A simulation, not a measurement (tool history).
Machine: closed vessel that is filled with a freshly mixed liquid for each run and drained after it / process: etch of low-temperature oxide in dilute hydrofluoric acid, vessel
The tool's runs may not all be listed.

run  hour  temperature setpoint of the liquid (K)  parts of water to one part of 49 % hydrofluoric acid (parts by volume)  time in the liquid (s)  thickness taken off the low-temperature oxide on a monitor wafer (nm)
  1   0.0                                  296.15                                                                     255                     420                                                                 41.468
  2   0.7                                  296.15                                                                     195                     420                                                                 58.951
  3   8.2                                  293.15                                                                     195                     420                                                                 51.553
  4  14.0                                  293.15                                                                     195                     420                                                                 51.579
  5  18.8                                  293.15                                                                     280                     420                                                                 33.019
  6  23.6                                  293.15                                                                     215                     420                                                                 45.937
  7  28.4                                  292.65                                                                     240                     420                                                                 39.827
  8  33.3                                  292.15                                                                     260                     420                                                                 35.206

Run 9, settings as shown, results not yet in. Your forecast:
  9  36.5                                  291.65                                                                     275                     420                                                                      ?

Run 9 came out at thickness taken off the low-temperature oxide on a monitor wafer (nm) 32.054.
